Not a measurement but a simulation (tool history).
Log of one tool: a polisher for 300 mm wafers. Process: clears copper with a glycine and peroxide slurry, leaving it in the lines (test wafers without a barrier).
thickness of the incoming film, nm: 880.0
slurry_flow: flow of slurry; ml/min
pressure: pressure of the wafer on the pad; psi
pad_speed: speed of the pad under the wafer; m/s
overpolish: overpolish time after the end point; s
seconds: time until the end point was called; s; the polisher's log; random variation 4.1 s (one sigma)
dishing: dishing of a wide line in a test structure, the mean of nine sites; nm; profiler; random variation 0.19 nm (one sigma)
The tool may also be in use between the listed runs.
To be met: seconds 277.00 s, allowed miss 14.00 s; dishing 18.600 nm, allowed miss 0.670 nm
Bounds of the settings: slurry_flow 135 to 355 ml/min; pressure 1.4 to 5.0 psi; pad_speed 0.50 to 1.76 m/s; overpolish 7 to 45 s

run 1 hour=0.0 | slurry_flow=225 pressure=3.2 pad_speed=1.12 overpolish=23 | seconds=157.02 dishing=48.381
run 2 hour=6.0 | slurry_flow=225 pressure=3.2 pad_speed=1.12 overpolish=31 | seconds=162.51 dishing=52.954
run 3 hour=12.4 | slurry_flow=225 pressure=3.2 pad_speed=1.12 overpolish=38 | seconds=159.60 dishing=55.597
run 4 hour=13.6 | slurry_flow=215 pressure=3.0 pad_speed=1.06 overpolish=34 | seconds=174.88 dishing=53.249
run 5 hour=20.7 | slurry_flow=230 pressure=2.8 pad_speed=1.00 overpolish=31 | seconds=192.67 dishing=50.284
run 6 hour=27.2 | slurry_flow=230 pressure=2.8 pad_speed=1.18 overpolish=31 | seconds=167.55 dishing=51.412
run 7 hour=35.8 | slurry_flow=220 pressure=2.6 pad_speed=1.12 overpolish=28 | seconds=185.58 dishing=49.368
run 8 hour=42.7 | slurry_flow=235 pressure=2.5 pad_speed=1.04 overpolish=25 | seconds=207.39 dishing=44.815
run 9 hour=47.1 | slurry_flow=250 pressure=2.4 pad_speed=1.02 overpolish=23 | seconds=211.94 dishing=42.401
run 10 hour=55.3 | slurry_flow=265 pressure=2.3 pad_speed=0.98 overpolish=21 | seconds=222.38 dishing=39.164
run 11 hour=62.3 | slurry_flow=275 pressure=2.2 pad_speed=0.94 overpolish=19 | seconds=237.69 dishing=35.442
run 12 hour=69.9 | slurry_flow=285 pressure=2.2 pad_speed=0.88 overpolish=18 | seconds=249.27 dishing=34.098
run 13 hour=70.8 | slurry_flow=295 pressure=2.2 pad_speed=0.84 overpolish=17 | seconds=255.95 dishing=31.959
run 14 hour=77.3 | slurry_flow=300 pressure=2.2 pad_speed=0.80 overpolish=16 | seconds=274.13 dishing=29.646
run 15 hour=79.7 | slurry_flow=305 pressure=2.3 pad_speed=0.76 overpolish=15 | seconds=274.19 dishing=28.593
run 16 hour=83.3 | slurry_flow=310 pressure=2.4 pad_speed=0.72 overpolish=14 | seconds=273.81 dishing=26.253
run 17 hour=90.1 | slurry_flow=355 pressure=2.9 pad_speed=0.50 overpolish=7 | seconds=317.61 dishing=13.512
run 18 hour=94.3 | slurry_flow=290 pressure=3.2 pad_speed=0.56 overpolish=7 | seconds=265.66 dishing=15.374
run 19 hour=102.4 | slurry_flow=280 pressure=3.1 pad_speed=0.56 overpolish=7 | seconds=281.78 dishing=14.847
run 20 hour=105.2 | slurry_flow=280 pressure=3.1 pad_speed=0.56 overpolish=7 | seconds=277.95 dishing=14.989

5 next moves are on the table. One of them brings every result within its allowed miss. Which?
run A hour=108.0 | slurry_flow=300 pressure=2.7 pad_speed=0.62 overpolish=7 | seconds=? dishing=?
run B hour=108.0 | slurry_flow=290 pressure=2.8 pad_speed=0.62 overpolish=9 | seconds=? dishing=?
run C hour=108.0 | slurry_flow=270 pressure=3.5 pad_speed=0.50 overpolish=10 | seconds=? dishing=?
run D hour=108.0 | slurry_flow=320 pressure=3.0 pad_speed=0.56 overpolish=11 | seconds=? dishing=?
run E hour=108.0 | slurry_flow=250 pressure=2.8 pad_speed=0.64 overpolish=10 | seconds=? dishing=?

move=A seconds=275.65 dishing=14.898
move=B seconds=269.72 dishing=18.828
move=C seconds=273.57 dishing=20.430
move=D seconds=275.50 dishing=21.904
move=E seconds=266.80 dishing=20.711
A: as far off as the last run
B: meets every target
C: takes the result that was furthest off past its target
D: takes the result that was furthest off past its target
E: takes the result that was furthest off past its target
Answer: B
